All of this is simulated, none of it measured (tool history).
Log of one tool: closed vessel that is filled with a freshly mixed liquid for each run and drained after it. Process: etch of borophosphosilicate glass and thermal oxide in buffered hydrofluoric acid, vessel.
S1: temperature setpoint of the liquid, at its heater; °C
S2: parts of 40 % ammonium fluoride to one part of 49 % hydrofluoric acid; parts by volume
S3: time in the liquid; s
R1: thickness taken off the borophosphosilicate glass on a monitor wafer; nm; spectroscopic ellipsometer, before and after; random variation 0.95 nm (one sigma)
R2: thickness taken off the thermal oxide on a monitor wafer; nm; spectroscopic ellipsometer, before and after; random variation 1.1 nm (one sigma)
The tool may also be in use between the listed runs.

run	day	S1	S2	S3	R1	R2
1	0.000	24.0	14.5	60	53.216	44.004
2	0.088	24.0	17.0	60	45.381	37.752
3	0.200	24.0	17.0	45	33.779	28.129
4	0.367	25.5	17.0	45	37.073	30.420
5	0.650	25.5	14.5	45	43.459	35.493
6	1.012	27.0	14.5	45	46.771	38.588

The next listed run, before its measurement:
7	1.275	28.0	13.0	50	?	?

{"run 7": {"R1": 60.914, "R2": 50.16}}
